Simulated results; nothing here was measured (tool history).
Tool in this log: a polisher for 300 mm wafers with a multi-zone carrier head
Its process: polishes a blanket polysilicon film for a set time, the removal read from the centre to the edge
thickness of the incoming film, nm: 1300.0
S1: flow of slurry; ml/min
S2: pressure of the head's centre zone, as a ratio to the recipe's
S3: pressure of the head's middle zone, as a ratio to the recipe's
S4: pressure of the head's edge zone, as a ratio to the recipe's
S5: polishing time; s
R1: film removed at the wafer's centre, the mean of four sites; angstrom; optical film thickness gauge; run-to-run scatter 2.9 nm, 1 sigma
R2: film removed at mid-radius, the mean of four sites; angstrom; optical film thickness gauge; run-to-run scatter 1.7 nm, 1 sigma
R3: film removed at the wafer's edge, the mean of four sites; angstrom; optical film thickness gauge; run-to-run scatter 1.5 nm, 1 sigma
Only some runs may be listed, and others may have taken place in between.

run,hour,S1,S2,S3,S4,S5,R1,R2,R3
1,0.0,270,1.00,1.00,1.00,65,2844.4,2912.0,2862.4
2,8.9,270,1.00,1.00,1.00,53,2362.4,2349.8,2306.5
3,12.1,215,1.00,1.00,1.00,53,2263.0,2297.2,2276.0
4,18.7,255,1.03,1.02,1.02,53,2371.3,2363.2,2338.7
5,23.7,300,1.03,1.02,1.02,53,2410.0,2430.5,2362.1
6,31.0,300,1.03,1.02,0.94,53,2435.7,2412.6,2281.1
7,35.7,320,1.06,1.04,0.96,53,2524.8,2440.0,2299.8
8,38.0,335,1.08,1.06,0.98,54,2627.0,2580.5,2368.2
9,43.2,345,1.09,1.06,1.00,54,2663.5,2604.5,2413.9

Run 10 comes next. What will it give?
10,51.4,355,1.10,1.06,1.01,54,?,?,?

Logged for run 10: R1 2660.2 angstrom, R2 2577.2 angstrom, R3 2422.8 angstrom.
